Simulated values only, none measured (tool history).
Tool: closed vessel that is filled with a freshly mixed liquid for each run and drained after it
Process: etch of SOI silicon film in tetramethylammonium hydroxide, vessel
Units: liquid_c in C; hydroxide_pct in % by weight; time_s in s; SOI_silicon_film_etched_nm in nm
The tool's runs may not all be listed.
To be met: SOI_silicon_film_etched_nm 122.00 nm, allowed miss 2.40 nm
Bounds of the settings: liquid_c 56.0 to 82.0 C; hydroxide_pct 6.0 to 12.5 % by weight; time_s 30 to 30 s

{"run": 1, "hour": 0.0, "liquid_c": 69.0, "hydroxide_pct": 8.5, "time_s": 30, "SOI_silicon_film_etched_nm": 226.03}
{"run": 2, "hour": 2.8, "liquid_c": 69.0, "hydroxide_pct": 8.5, "time_s": 30, "SOI_silicon_film_etched_nm": 228.42}
{"run": 3, "hour": 10.5, "liquid_c": 66.0, "hydroxide_pct": 8.5, "time_s": 30, "SOI_silicon_film_etched_nm": 188.81}
{"run": 4, "hour": 13.8, "liquid_c": 66.0, "hydroxide_pct": 8.5, "time_s": 30, "SOI_silicon_film_etched_nm": 188.18}
{"hour": 22.7, "done": "hydroxide flow meter replaced"}
{"run": 5, "hour": 22.7, "liquid_c": 66.0, "hydroxide_pct": 8.5, "time_s": 30, "SOI_silicon_film_etched_nm": 184.26}
{"run": 6, "hour": 29.4, "liquid_c": 66.0, "hydroxide_pct": 8.5, "time_s": 30, "SOI_silicon_film_etched_nm": 184.76}
{"run": 7, "hour": 35.3, "liquid_c": 64.0, "hydroxide_pct": 8.5, "time_s": 30, "SOI_silicon_film_etched_nm": 163.85}
{"run": 8, "hour": 39.0, "liquid_c": 62.5, "hydroxide_pct": 8.5, "time_s": 30, "SOI_silicon_film_etched_nm": 149.84}
{"run": 9, "hour": 46.4, "liquid_c": 58.5, "hydroxide_pct": 8.5, "time_s": 30, "SOI_silicon_film_etched_nm": 116.94}

5 next moves are on the table. One of them brings every result within its allowed miss. Which?
{"run": "A", "hour": 53.8, "liquid_c": 61.0, "hydroxide_pct": 10.5, "time_s": 30, "SOI_silicon_film_etched_nm": "?"}
{"run": "B", "hour": 53.8, "liquid_c": 58.5, "hydroxide_pct": 9.5, "time_s": 30, "SOI_silicon_film_etched_nm": "?"}
{"run": "C", "hour": 53.8, "liquid_c": 57.5, "hydroxide_pct": 7.5, "time_s": 30, "SOI_silicon_film_etched_nm": "?"}
{"run": "D", "hour": 53.8, "liquid_c": 58.5, "hydroxide_pct": 7.5, "time_s": 30, "SOI_silicon_film_etched_nm": "?"}
{"run": "E", "hour": 53.8, "liquid_c": 60.0, "hydroxide_pct": 8.5, "time_s": 30, "SOI_silicon_film_etched_nm": "?"}

move=A SOI_silicon_film_etched_nm=126.07
move=B SOI_silicon_film_etched_nm=111.84
move=C SOI_silicon_film_etched_nm=113.62
move=D SOI_silicon_film_etched_nm=121.07
move=E SOI_silicon_film_etched_nm=128.00
A: takes the result that was furthest off past its target
B: further off than the last run
C: further off than the last run
D: meets every target
E: takes the result that was furthest off past its target
Move D is the one to make.
